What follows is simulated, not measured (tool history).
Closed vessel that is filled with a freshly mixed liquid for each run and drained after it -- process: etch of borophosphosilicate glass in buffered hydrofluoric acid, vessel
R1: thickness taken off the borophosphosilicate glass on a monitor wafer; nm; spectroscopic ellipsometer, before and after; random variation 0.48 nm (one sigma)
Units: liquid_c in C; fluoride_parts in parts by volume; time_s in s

run 1 hour=0 | liquid_c=22 fluoride_parts=9 time_s=95 | R1=143.38
run 2 hour=4.8 | liquid_c=21.5 fluoride_parts=9 time_s=95 | R1=139.45
run 3 hour=8.8 | liquid_c=21 fluoride_parts=9 time_s=95 | R1=135.19
run 4 hour=16.8 | liquid_c=23 fluoride_parts=9 time_s=95 | R1=152.6
run 5 hour=21 | liquid_c=22.5 fluoride_parts=9 time_s=95 | R1=147.95
run 6 hour=27.8 | liquid_c=22.5 fluoride_parts=9 time_s=95 | R1=146.73
run 7 hour=32.9 | liquid_c=22 fluoride_parts=9 time_s=95 | R1=142.99
run 8 hour=35.4 | liquid_c=21.5 fluoride_parts=9 time_s=95 | R1=139.47
run 9 hour=39 | liquid_c=21 fluoride_parts=9 time_s=95 | R1=135.52
run 10 hour=44.2 | liquid_c=20.5 fluoride_parts=9 time_s=95 | R1=132.05
run 11 hour=49.2 | liquid_c=20 fluoride_parts=9 time_s=95 | R1=128.86

Forecast run 12:
run 12 hour=52.8 | liquid_c=19.5 fluoride_parts=9 time_s=95 | R1=?

{"run 12": {"R1": 125.53}}

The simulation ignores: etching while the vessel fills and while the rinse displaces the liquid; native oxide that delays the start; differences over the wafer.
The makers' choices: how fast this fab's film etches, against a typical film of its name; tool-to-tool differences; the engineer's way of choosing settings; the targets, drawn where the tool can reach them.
